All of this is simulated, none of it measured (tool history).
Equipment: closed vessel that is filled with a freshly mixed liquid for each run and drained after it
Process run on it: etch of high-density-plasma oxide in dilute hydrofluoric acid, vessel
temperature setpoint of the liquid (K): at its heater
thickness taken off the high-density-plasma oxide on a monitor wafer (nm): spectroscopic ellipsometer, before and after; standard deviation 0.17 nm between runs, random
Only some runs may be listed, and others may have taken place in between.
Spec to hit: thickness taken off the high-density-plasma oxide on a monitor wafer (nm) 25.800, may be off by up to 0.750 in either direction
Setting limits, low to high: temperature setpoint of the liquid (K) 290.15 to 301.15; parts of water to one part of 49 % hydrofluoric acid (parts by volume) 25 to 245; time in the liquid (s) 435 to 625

run,day,temperature setpoint of the liquid (K),parts of water to one part of 49 % hydrofluoric acid (parts by volume),time in the liquid (s),thickness taken off the high-density-plasma oxide on a monitor wafer (nm)
1,0.000,293.15,135,625,20.549
2,0.196,294.65,135,625,22.033
3,0.475,294.65,135,625,22.134
4,0.667,295.65,135,625,22.694
5,0.888,296.65,135,625,23.969
6,1.217,296.65,90,625,37.214
7,1.338,294.65,95,625,32.592
8,1.525,293.15,95,625,30.767
9,1.721,292.15,95,625,29.736
10,2.046,291.65,95,625,28.542
11,2.258,291.15,95,625,27.898
12,2.458,290.65,95,625,27.484

Which single option among these 4 for the next run brings every result within its allowed miss of target? Just one does.
A,2.658,290.15,65,455,?
B,2.658,295.15,120,625,?
C,2.658,295.15,105,625,?
D,2.658,290.65,65,435,?

move,thickness taken off the high-density-plasma oxide on a monitor wafer (nm)
A,30.012
B,25.837
C,30.041
D,29.316
A: the biggest miss grows against the last run
B: meets every target
C: the biggest miss grows against the last run
D: the biggest miss grows against the last run
Correct choice: B, which meets every target

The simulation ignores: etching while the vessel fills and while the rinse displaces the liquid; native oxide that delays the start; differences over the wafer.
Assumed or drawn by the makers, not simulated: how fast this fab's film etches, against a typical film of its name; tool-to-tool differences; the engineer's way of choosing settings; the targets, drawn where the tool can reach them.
